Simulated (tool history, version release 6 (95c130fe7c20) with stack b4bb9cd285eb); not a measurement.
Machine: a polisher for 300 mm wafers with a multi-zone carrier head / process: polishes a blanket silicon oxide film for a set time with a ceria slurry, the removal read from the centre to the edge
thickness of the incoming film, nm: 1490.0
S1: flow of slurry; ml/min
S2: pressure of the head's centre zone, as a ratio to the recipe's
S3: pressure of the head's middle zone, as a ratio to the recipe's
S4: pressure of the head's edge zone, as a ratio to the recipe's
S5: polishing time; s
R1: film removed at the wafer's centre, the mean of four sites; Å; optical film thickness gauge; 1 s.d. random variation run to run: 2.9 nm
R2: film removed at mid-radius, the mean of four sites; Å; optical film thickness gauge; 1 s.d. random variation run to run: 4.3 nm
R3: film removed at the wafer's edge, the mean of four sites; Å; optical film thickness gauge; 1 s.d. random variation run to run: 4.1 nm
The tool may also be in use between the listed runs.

run	hour	S1	S2	S3	S4	S5	R1	R2	R3
1	0	295	1	1	1	43	2032.9	1991.1	2052.5
2	7.8	295	1	1.07	1	43	2000.1	2121.8	2053.5
3	8.4	305	1.05	1.1	1.03	47	2286.8	2296.5	2267.3
4	9.6	310	1.07	1.12	1.02	51	2536.7	2534	2364
5	10.6	310	1.07	1.12	1.07	51	2552.5	2573.2	2469.4
6	16	315	1.09	1.13	1.09	54	2758.8	2797.8	2745.1
7	18.3	315	1.09	1.13	1.09	54	2737.4	2712.4	2742.5

What will run 8 give?
8	25.6	315	1.09	1.13	1.09	54	?	?	?

{"run 8": {"R1": 2749.8, "R2": 2768.2, "R3": 2650.1}}
